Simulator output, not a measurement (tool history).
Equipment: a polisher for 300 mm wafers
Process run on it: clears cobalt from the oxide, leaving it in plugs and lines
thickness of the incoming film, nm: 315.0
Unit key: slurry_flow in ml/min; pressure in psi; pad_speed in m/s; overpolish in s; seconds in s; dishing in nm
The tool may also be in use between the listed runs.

run 1 hour=0 | slurry_flow=175 pressure=1.3 pad_speed=0.96 overpolish=15 | seconds=125.75 dishing=29.1
run 2 hour=6.2 | slurry_flow=175 pressure=1.3 pad_speed=1.1 overpolish=15 | seconds=111.08 dishing=31.882
run 3 hour=13.7 | slurry_flow=170 pressure=1.1 pad_speed=0.96 overpolish=17 | seconds=150.42 dishing=27.004
run 4 hour=21 | slurry_flow=170 pressure=1.1 pad_speed=1.08 overpolish=17 | seconds=130.46 dishing=29.604
run 5 hour=29.6 | slurry_flow=170 pressure=1.4 pad_speed=1.08 overpolish=17 | seconds=107.65 dishing=34.59
run 6 hour=30.8 | slurry_flow=160 pressure=1.2 pad_speed=0.94 overpolish=19 | seconds=140.24 dishing=30.402
run 7 hour=33.6 | slurry_flow=160 pressure=1 pad_speed=0.82 overpolish=21 | seconds=194.22 dishing=27.17
run 8 hour=42.3 | slurry_flow=160 pressure=0.9 pad_speed=0.78 overpolish=21 | seconds=225.13 dishing=23.344
run 9 hour=44 | slurry_flow=160 pressure=0.8 pad_speed=0.76 overpolish=22 | seconds=259.8 dishing=22.492
run 10 hour=45.5 | slurry_flow=160 pressure=0.7 pad_speed=0.76 overpolish=22 | seconds=296.34 dishing=20.15
run 11 hour=48.1 | slurry_flow=160 pressure=0.7 pad_speed=0.76 overpolish=23 | seconds=293.46 dishing=20.8
run 12 hour=52 | slurry_flow=160 pressure=0.7 pad_speed=0.76 overpolish=24 | seconds=292.72 dishing=22.025

Run 13 is up next; what results do you expect?
-- hour=52.6 head pressure recalibrated
run 13 hour=52.6 | slurry_flow=160 pressure=0.6 pad_speed=0.76 overpolish=24 | seconds=? dishing=?

seconds: 299.95 s
dishing: 21.51 nm
